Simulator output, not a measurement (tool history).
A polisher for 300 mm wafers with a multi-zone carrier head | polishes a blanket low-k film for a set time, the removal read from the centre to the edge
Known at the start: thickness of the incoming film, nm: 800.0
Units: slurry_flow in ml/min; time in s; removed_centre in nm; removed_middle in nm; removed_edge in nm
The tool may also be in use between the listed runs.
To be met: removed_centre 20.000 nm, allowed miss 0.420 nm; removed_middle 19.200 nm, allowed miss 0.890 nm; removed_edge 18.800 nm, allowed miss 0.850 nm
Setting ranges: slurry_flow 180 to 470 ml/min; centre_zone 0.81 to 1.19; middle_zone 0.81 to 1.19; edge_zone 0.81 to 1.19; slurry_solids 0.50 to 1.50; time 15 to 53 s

run  hour  slurry_flow  centre_zone  middle_zone  edge_zone  slurry_solids  time  removed_centre  removed_middle  removed_edge
  1   0.0          300         1.00         1.00       1.00           1.00    34          12.678          13.143        12.990
  2   2.0          305         1.03         1.02       1.03           1.10    34          13.828          14.201        14.134
  3   5.1          315         1.06         1.04       1.05           1.15    34          14.398          14.603        14.519
  4  10.8          315         1.06         0.97       1.05           1.15    34          14.329          13.452        14.311
  5  16.7          320         1.08         1.00       1.06           1.20    34          15.096          13.980        14.605
  6  24.6          320         1.01         1.00       1.06           1.20    34          14.175          14.244        14.648
  7  32.0          320         1.04         1.03       1.07           1.25    34          14.686          14.937        15.318
  8  38.4          390         1.14         1.11       1.01           1.50    36          18.742          17.909        16.952
  9  43.6          390         1.14         1.12       1.03           1.50    36          18.918          18.191        16.619
 10  48.8          390         1.13         1.11       1.03           1.50    37          18.990          18.909        17.862
 11  57.8          390         1.13         1.11       1.04           1.50    37          19.107          18.532        17.292
 12  59.6          390         1.13         1.10       1.04           1.50    37          19.049          18.389        17.810

Which of these 5 next moves meets every target?
  A  61.4          380         1.13         0.95       1.11           1.45    40               ?               ?             ?
  B  61.4          400         1.01         1.10       1.06           1.50    39               ?               ?             ?
  C  61.4          340         1.07         0.99       1.02           1.50    36               ?               ?             ?
  D  61.4          435         1.12         1.07       1.07           1.50    39               ?               ?             ?
  E  61.4          435         1.09         1.15       1.06           1.45    37               ?               ?             ?

move  removed_centre  removed_middle  removed_edge
   A          20.351          17.905        19.440
   B          18.029          20.096        18.824
   C          17.444          16.799        16.996
   D          20.106          19.706        18.976
   E          18.331          19.634        17.679
A: meets the target for the result that was furthest off, but another lies outside its allowed miss
B: further off than the last run
C: further off than the last run
D: each result inside its tolerance
E: further off than the last run
Answer: D
